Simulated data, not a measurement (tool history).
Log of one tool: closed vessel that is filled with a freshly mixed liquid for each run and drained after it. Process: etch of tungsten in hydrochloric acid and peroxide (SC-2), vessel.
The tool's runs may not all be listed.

| run | hour | temperature setpoint of the liquid (C) | parts of water to one part each of 37 % hydrochloric acid and 30 % peroxide (parts by volume) | time in the liquid (s) | thickness taken off the tungsten on a monitor wafer (Å) |
|---|---|---|---|---|---|
| 1 | 0 | 54 | 5.5 | 90 | 231.27 |
| 2 | 8.4 | 59 | 5.5 | 90 | 312.29 |
| 3 | 13.3 | 59 | 5.5 | 95 | 334.94 |
| 4 | 16.5 | 62 | 5.5 | 95 | 407.21 |
| 5 | 22.1 | 57 | 5.5 | 95 | 294.21 |
| 6 | 25 | 57 | 4 | 95 | 368.17 |

The next listed run, before its measurement:
| 7 | 30.4 | 60 | 4 | 95 | ? |

Run 7 gave thickness taken off the tungsten on a monitor wafer (Å) 443.38.

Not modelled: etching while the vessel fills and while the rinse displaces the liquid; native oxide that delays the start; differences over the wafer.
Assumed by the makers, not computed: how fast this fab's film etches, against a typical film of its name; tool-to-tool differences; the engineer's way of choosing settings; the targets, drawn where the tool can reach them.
